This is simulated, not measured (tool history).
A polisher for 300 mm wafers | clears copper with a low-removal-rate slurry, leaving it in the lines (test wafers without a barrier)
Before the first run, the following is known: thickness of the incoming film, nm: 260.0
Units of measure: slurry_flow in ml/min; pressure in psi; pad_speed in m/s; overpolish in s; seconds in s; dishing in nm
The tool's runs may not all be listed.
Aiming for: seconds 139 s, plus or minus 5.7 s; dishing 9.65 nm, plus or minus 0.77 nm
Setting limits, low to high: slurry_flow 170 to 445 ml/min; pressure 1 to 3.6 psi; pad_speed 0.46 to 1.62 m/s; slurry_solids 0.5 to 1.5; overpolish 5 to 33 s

run,hour,slurry_flow,pressure,pad_speed,slurry_solids,overpolish,seconds,dishing
1,0,285,2.3,1.04,1,17,82.187,35.377
2,7.9,285,2.6,1.04,1,17,75.227,38.686
3,14.1,285,2.2,1.02,1,14,87.941,29.694
4,18.5,275,2,1,0.95,12,98.819,22.224
# hour 19.3: head pressure recalibrated
5,19.3,265,1.8,1,0.9,10,120.66,14.589
6,25.2,265,1.8,1,0.9,5,121.68,7.7536
7,25.9,260,1.7,1,0.9,6,125.68,8.7
8,27.1,255,1.6,1,0.9,6,135.68,8.298
9,35.4,245,1.6,1,0.9,10,134.37,13.512

Which one of the following 4 next-run settings gets every result inside its allowed miss? There is exactly one.
A,43.7,275,1.6,1,0.8,9,?,?
B,43.7,235,1.3,1.06,0.9,10,?,?
C,43.7,200,1.5,0.96,0.95,9,?,?
D,43.7,255,1.7,0.94,0.85,7,?,?

move,seconds,dishing
A,140.34,12.115
B,161.59,11.654
C,152,11.216
D,136.95,9.771
A: moves toward the targets from the last run without getting all of them in spec
B: moves toward the targets from the last run without getting all of them in spec
C: moves toward the targets from the last run without getting all of them in spec
D: each result inside its tolerance
Go with D: it meets all targets.

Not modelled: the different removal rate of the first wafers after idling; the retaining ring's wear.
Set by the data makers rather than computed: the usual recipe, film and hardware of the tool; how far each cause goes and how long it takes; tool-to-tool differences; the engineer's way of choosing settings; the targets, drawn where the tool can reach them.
